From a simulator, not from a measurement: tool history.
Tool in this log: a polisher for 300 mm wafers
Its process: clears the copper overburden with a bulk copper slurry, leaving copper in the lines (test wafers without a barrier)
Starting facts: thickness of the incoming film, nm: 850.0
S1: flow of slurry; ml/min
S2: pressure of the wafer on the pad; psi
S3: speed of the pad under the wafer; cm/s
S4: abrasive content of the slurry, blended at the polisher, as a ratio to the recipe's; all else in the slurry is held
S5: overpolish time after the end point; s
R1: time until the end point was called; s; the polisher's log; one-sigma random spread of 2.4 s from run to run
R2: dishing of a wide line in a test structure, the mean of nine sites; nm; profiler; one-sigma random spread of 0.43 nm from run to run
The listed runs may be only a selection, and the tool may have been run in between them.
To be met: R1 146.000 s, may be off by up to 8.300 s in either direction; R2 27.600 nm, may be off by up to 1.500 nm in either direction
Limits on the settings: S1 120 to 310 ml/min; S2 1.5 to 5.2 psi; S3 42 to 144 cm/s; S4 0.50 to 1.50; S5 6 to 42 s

run  hour   S1   S2   S3    S4  S5       R1      R2
  1   0.0  200  3.3   92  1.00  21   75.324  30.190
  2   3.9  200  3.3   92  1.10  21   74.627  30.371
  3  12.9  200  2.9   90  1.05  18   82.530  29.277
  4  17.5  200  2.9  106  1.05  18   73.829  30.280
  5  22.6  200  2.9   84  1.05  18   91.684  29.127
  6  23.4  200  2.9   84  0.90  18   92.601  28.681
  7  25.2  200  2.6   82  0.90  19  104.810  28.226
  8  29.6  200  2.4   82  0.90  20  112.320  28.319
  9  37.9  200  2.3   82  0.90  20  115.230  28.145
 10  45.3  200  2.2   82  0.90  20  119.550  28.132
 11  53.8  200  2.1   82  0.90  20  129.330  28.508
 12  60.3  200  2.0   82  0.90  19  133.250  26.768
 13  64.8  200  2.0   82  0.90  20  133.670  26.913
 14  72.4  200  2.0   82  0.90  22  135.290  27.438
 15  77.9  200  2.0   82  0.90  23  135.630  28.229

Below are 4 possible settings for the next run. Only one of them brings all results inside the allowed miss of their targets. Which is it?
  A  83.4  175  1.5  86  1.00  29   ?   ?
  B  83.4  225  2.4  68  1.05  12   ?   ?
  C  83.4  215  1.7  86  0.95  31   ?   ?
  D  83.4  250  2.0  84  1.10  20   ?   ?

move       R1      R2
   A  167.010  28.178
   B  131.080  25.697
   C  146.530  28.865
   D  124.520  28.643
A: pushes the last run's worst result past its target
B: further off than the last run
C: meets every target
D: further off than the last run
Go with C: it meets all targets.

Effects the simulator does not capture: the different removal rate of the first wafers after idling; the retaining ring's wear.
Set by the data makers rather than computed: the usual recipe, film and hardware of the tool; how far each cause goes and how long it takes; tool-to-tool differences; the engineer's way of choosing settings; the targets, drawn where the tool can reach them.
